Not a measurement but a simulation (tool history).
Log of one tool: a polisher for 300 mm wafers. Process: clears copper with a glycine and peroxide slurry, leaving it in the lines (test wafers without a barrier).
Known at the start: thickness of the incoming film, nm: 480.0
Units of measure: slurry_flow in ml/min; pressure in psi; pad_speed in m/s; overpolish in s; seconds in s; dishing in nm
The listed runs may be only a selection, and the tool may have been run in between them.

run,day,slurry_flow,pressure,pad_speed,overpolish,seconds,dishing
1,0,130,2.5,1.04,28,81.305,90.922
2,0.133,130,2.5,0.92,28,86.38,87.418
3,0.35,125,2.2,0.88,33,100.18,88.177
4,0.529,120,2.1,0.86,37,104.7,89.356
5,0.825,115,2,0.84,41,109.47,92.199
6,0.954,115,1.8,0.84,41,119.46,88.52

Run 7, settings as shown, results not yet in. Your forecast:
7,1.192,115,1.8,0.84,43,?,?

{"run 7": {"seconds": 120.29, "dishing": 91.973}}
